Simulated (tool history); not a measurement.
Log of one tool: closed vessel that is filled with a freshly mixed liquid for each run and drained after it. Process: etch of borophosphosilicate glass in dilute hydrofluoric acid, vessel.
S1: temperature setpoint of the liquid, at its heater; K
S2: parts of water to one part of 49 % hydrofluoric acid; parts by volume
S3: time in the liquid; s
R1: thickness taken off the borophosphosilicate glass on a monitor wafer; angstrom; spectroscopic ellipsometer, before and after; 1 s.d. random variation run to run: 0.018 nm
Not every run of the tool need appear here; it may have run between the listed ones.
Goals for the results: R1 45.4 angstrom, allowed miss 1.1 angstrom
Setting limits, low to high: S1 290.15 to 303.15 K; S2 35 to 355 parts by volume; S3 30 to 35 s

| run | hour | S1 | S2 | S3 | R1 |
|---|---|---|---|---|---|
| 1 | 0 | 295.15 | 195 | 35 | 60.188 |
| 2 | 6.7 | 295.15 | 130 | 35 | 96.85 |
| 3 | 14.5 | 292.15 | 130 | 35 | 85.686 |
| 4 | 17.4 | 292.15 | 130 | 35 | 85.591 |
| 5 | 22.9 | 292.15 | 130 | 35 | 85.327 |
| 6 | 31.5 | 290.15 | 130 | 35 | 79.029 |
| 7 | 38.1 | 290.15 | 140 | 35 | 72.53 |
| 8 | 38.7 | 290.15 | 140 | 35 | 72.119 |
| 9 | 46.5 | 290.15 | 150 | 35 | 67.341 |
| 10 | 47.3 | 290.15 | 160 | 35 | 61.925 |
| 11 | 55.8 | 290.15 | 165 | 35 | 59.73 |
| 12 | 59.1 | 290.15 | 170 | 35 | 58.213 |
| 13 | 62.1 | 290.15 | 175 | 35 | 55.67 |
| 14 | 69.8 | 290.15 | 180 | 35 | 54.271 |
|  | 77.5 | hydrofluoric acid flow meter replaced |
| 15 | 77.5 | 290.15 | 185 | 35 | 56.054 |
| 16 | 81.8 | 290.15 | 230 | 35 | 43.131 |
| 17 | 82.9 | 290.65 | 230 | 35 | 43.811 |

Consider the 4 candidate settings below. Which is the only one whose results all fall within their allowed miss of target?
| A | 84 | 290.15 | 235 | 35 | ? |
| B | 84 | 290.15 | 195 | 30 | ? |
| C | 84 | 290.15 | 200 | 30 | ? |
| D | 84 | 290.15 | 230 | 35 | ? |

| move | R1 |
|---|---|
| A | 41.889 |
| B | 44.859 |
| C | 43.537 |
| D | 42.989 |
A: misses by more than the last run did
B: hits every target within its allowed miss
C: misses by more than the last run did
D: misses by more than the last run did
Answer: B
